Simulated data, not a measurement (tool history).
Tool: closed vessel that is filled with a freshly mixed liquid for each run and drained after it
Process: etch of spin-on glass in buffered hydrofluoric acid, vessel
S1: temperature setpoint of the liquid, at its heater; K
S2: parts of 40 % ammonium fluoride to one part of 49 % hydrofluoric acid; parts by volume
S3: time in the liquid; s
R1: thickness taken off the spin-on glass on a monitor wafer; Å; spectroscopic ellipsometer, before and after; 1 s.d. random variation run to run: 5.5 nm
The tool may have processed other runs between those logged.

run,hour,S1,S2,S3,R1
1,0.0,294.15,7.0,105,6615.5
2,7.3,295.15,7.0,105,7030.6
3,9.3,296.65,7.0,105,7647.3
4,13.1,296.65,8.5,105,6253.5
5,17.0,296.65,8.5,110,6546.9
6,22.5,297.65,8.5,110,6850.6
7,29.9,297.65,8.5,110,6923.0
8,38.5,298.15,8.5,110,7045.8
9,44.6,298.65,8.5,110,7247.4
10,46.6,299.15,8.5,110,7554.8

Expected results for the next run?
11,55.2,299.65,8.5,110,?

Run 11 produced R1 7754.2 Å.
